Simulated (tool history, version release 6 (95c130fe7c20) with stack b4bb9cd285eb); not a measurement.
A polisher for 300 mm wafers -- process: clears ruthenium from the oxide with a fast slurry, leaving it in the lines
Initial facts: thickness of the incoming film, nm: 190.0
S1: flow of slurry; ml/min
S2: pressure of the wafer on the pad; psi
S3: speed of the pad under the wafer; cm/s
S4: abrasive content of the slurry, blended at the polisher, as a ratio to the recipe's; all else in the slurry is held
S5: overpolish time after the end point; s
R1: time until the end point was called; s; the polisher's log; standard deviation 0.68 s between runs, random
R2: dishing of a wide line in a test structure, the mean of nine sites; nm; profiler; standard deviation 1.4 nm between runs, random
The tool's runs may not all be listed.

{"run": 1, "hour": 0.0, "S1": 270, "S2": 3.5, "S3": 110, "S4": 1.0, "S5": 23, "R1": 31.961, "R2": 87.07}
{"run": 2, "hour": 5.3, "S1": 270, "S2": 3.5, "S3": 86, "S4": 1.0, "S5": 23, "R1": 40.66, "R2": 74.01}
{"run": 3, "hour": 13.8, "S1": 270, "S2": 3.5, "S3": 86, "S4": 1.0, "S5": 18, "R1": 40.699, "R2": 60.874}
{"run": 4, "hour": 19.1, "S1": 270, "S2": 3.6, "S3": 88, "S4": 1.0, "S5": 23, "R1": 38.874, "R2": 74.794}
{"run": 5, "hour": 20.4, "S1": 270, "S2": 2.8, "S3": 88, "S4": 1.0, "S5": 23, "R1": 51.704, "R2": 63.31}
{"run": 6, "hour": 24.1, "S1": 270, "S2": 2.8, "S3": 68, "S4": 1.0, "S5": 23, "R1": 64.878, "R2": 51.645}
{"run": 7, "hour": 29.6, "S1": 270, "S2": 3.3, "S3": 70, "S4": 1.0, "S5": 27, "R1": 55.279, "R2": 67.987}
{"run": 8, "hour": 35.1, "S1": 270, "S2": 4.3, "S3": 72, "S4": 1.0, "S5": 32, "R1": 40.819, "R2": 93.233}
{"run": 9, "hour": 40.9, "S1": 270, "S2": 4.4, "S3": 72, "S4": 1.0, "S5": 33, "R1": 40.163, "R2": 96.517}
{"run": 10, "hour": 49.0, "S1": 270, "S2": 4.4, "S3": 72, "S4": 1.0, "S5": 33, "R1": 40.042, "R2": 94.75}
{"run": 11, "hour": 53.3, "S1": 270, "S2": 4.5, "S3": 72, "S4": 1.0, "S5": 34, "R1": 37.0, "R2": 100.84}

Estimate the outcome of run 12 from the log above:
{"run": 12, "hour": 55.0, "S1": 270, "S2": 4.5, "S3": 72, "S4": 1.0, "S5": 34, "R1": "?", "R2": "?"}

R1: 38.070 s
R2: 100.420 nm
